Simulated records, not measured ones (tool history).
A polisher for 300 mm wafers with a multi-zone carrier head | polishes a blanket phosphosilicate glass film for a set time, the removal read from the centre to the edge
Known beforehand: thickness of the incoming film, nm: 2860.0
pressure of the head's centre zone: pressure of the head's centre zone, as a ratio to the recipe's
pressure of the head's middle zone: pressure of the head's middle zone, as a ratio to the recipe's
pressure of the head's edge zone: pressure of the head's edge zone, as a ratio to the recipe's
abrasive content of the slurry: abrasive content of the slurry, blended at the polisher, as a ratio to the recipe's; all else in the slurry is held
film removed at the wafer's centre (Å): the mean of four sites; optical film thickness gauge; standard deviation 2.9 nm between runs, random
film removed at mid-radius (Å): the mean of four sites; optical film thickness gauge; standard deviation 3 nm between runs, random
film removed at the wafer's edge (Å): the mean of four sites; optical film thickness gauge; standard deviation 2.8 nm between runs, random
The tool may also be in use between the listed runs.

run	day	flow of slurry (ml/min)	pressure of the head's centre zone	pressure of the head's middle zone	pressure of the head's edge zone	abrasive content of the slurry	polishing time (s)	film removed at the wafer's centre (Å)	film removed at mid-radius (Å)	film removed at the wafer's edge (Å)
1	0.000	220	1.00	1.00	1.00	1.00	46	4748.5	4901.0	4797.6
2	0.117	220	1.00	0.98	0.98	0.90	45	4346.6	4605.7	4439.1
3	0.150	215	1.01	0.96	0.97	0.85	44	4235.9	4264.0	4244.6
4	0.425	215	1.01	0.96	0.97	0.85	40	3838.2	3923.0	3849.5
5	0.679	210	1.01	0.94	0.95	0.80	40	3723.9	3655.3	3683.0
6	0.721	210	1.01	0.94	0.95	0.60	40	3311.4	3259.8	3272.6
7	1.083	205	1.01	0.93	0.94	0.60	40	3250.4	3284.5	3269.1
8	1.246	200	1.01	0.92	0.93	0.60	40	3256.3	3223.3	3243.0
9	1.562	200	1.01	0.92	0.93	0.60	40	3274.3	3247.9	3199.8
10	1.796	195	1.01	0.91	0.93	0.60	40	3251.1	3163.6	3180.8
11	2.133	190	1.01	0.91	0.93	0.60	40	3264.3	3193.2	3198.4
12	2.171	190	1.01	0.90	0.92	0.60	40	3233.3	3177.2	3148.8
13	2.496	185	1.01	0.89	0.92	0.60	40	3239.4	3096.7	3164.2
14	2.838	180	1.01	0.89	0.91	0.60	40	3247.5	3092.9	3162.5

For run 15, what comes out?
15	3.183	180	1.01	0.89	0.91	0.60	40	?	?	?

{"run 15": {"film removed at the wafer's centre (Å)": 3216.1, "film removed at mid-radius (Å)": 3117.1, "film removed at the wafer's edge (Å)": 3137.6}}
